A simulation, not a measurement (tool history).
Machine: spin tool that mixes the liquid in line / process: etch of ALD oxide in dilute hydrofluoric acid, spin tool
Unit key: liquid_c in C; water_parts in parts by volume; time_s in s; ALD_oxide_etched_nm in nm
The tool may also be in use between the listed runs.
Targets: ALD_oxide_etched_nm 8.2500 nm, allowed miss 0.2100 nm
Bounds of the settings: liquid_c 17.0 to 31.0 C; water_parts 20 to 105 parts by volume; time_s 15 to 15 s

run 1 hour=0.0 | liquid_c=23.0 water_parts=55 time_s=15 | ALD_oxide_etched_nm=2.6180
run 2 hour=8.6 | liquid_c=24.5 water_parts=50 time_s=15 | ALD_oxide_etched_nm=3.0716
run 3 hour=11.5 | liquid_c=24.5 water_parts=40 time_s=15 | ALD_oxide_etched_nm=3.9276
run 4 hour=15.6 | liquid_c=27.0 water_parts=40 time_s=15 | ALD_oxide_etched_nm=4.3473
-- hour=17.6 thermometer replaced
run 5 hour=17.6 | liquid_c=24.0 water_parts=40 time_s=15 | ALD_oxide_etched_nm=3.9788
run 6 hour=20.1 | liquid_c=27.0 water_parts=40 time_s=15 | ALD_oxide_etched_nm=4.5184
run 7 hour=20.9 | liquid_c=28.0 water_parts=35 time_s=15 | ALD_oxide_etched_nm=5.4493
run 8 hour=27.5 | liquid_c=28.5 water_parts=35 time_s=15 | ALD_oxide_etched_nm=5.5095

Consider the 4 candidate settings below. Which is the only one whose results all fall within their allowed miss of target?
run A hour=34.1 | liquid_c=29.5 water_parts=25 time_s=15 | ALD_oxide_etched_nm=?
run B hour=34.1 | liquid_c=31.0 water_parts=25 time_s=15 | ALD_oxide_etched_nm=?
run C hour=34.1 | liquid_c=29.0 water_parts=30 time_s=15 | ALD_oxide_etched_nm=?
run D hour=34.1 | liquid_c=26.0 water_parts=25 time_s=15 | ALD_oxide_etched_nm=?

move=A ALD_oxide_etched_nm=8.2356
move=B ALD_oxide_etched_nm=8.7471
move=C ALD_oxide_etched_nm=6.6737
move=D ALD_oxide_etched_nm=7.1371
A: each result inside its tolerance
B: carries the result that was furthest off beyond its target, to the other side
C: closes in on the targets versus the last run, not all within tolerance yet
D: closes in on the targets versus the last run, not all within tolerance yet
A is the move that brings every result within its allowed miss.
